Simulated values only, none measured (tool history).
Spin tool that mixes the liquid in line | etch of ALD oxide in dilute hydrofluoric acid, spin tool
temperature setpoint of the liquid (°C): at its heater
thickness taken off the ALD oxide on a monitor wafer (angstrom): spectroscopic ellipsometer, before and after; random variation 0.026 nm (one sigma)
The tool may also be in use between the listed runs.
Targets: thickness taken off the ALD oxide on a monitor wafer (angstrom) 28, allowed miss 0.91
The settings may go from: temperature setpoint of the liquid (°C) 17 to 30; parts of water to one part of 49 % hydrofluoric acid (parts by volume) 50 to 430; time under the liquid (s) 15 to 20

run  hour  temperature setpoint of the liquid (°C)  parts of water to one part of 49 % hydrofluoric acid (parts by volume)  time under the liquid (s)  thickness taken off the ALD oxide on a monitor wafer (angstrom)
  1     0                                       22                                                                     240                         20                                                           22.439
  2   1.3                                       22                                                                     240                         15                                                           16.684
  3     9                                     24.5                                                                     225                         15                                                            20.13
  4  13.6                                     25.5                                                                     210                         15                                                            22.97
  5  17.4                                     26.5                                                                     205                         15                                                           24.437
  6  20.5                                       23                                                                     205                         15                                                           21.493
  7  28.5                                       25                                                                     200                         15                                                           23.997
  8  36.3                                     26.5                                                                     200                         15                                                           24.317
  9  44.5                                     27.5                                                                     195                         15                                                            26.53
 10  46.3                                       28                                                                     195                         15                                                           26.715

Which of these 5 next moves meets every target?
  A  48.1                                     28.5                                                                     205                         15                                                                ?
  B  48.1                                       28                                                                     240                         20                                                                ?
  C  48.1                                       29                                                                     210                         15                                                                ?
  D  48.1                                       28                                                                     200                         15                                                                ?
  E  48.1                                       27                                                                     200                         15                                                                ?

move  thickness taken off the ALD oxide on a monitor wafer (angstrom)
   A                                                           25.697
   B                                                           27.626
   C                                                           25.375
   D                                                           26.033
   E                                                           25.123
A: further off than the last run
B: meets every target
C: further off than the last run
D: further off than the last run
E: further off than the last run
The right move is B.

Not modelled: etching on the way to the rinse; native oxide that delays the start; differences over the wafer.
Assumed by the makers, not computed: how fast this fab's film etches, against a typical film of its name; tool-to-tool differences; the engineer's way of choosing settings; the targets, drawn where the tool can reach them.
